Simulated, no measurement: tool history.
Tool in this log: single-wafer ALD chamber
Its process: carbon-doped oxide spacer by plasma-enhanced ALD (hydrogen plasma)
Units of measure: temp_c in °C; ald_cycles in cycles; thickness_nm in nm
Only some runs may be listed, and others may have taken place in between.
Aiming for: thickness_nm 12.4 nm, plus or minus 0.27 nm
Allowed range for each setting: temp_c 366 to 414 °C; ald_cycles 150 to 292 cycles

run,hour,temp_c,ald_cycles,thickness_nm
1,0,390,221,11.033
2,4.9,390,225,11.311
3,9.1,399,225,11.238
4,16.5,408,225,10.994
5,21.7,408,228,11.047
6,27.2,408,247,11.991
7,33.3,408,248,11.965
8,38.4,408,249,12.044

Which one of the following 4 next-run settings gets every result inside its allowed miss? There is exactly one.
A,43.5,414,244,?
B,43.5,398,238,?
C,43.5,410,241,?
D,43.5,413,261,?

move,thickness_nm
A,11.601
B,11.902
C,11.618
D,12.452
A: further off than the last run
B: further off than the last run
C: further off than the last run
D: all results land within tolerance of their targets
D is the move that brings every result within its allowed miss.
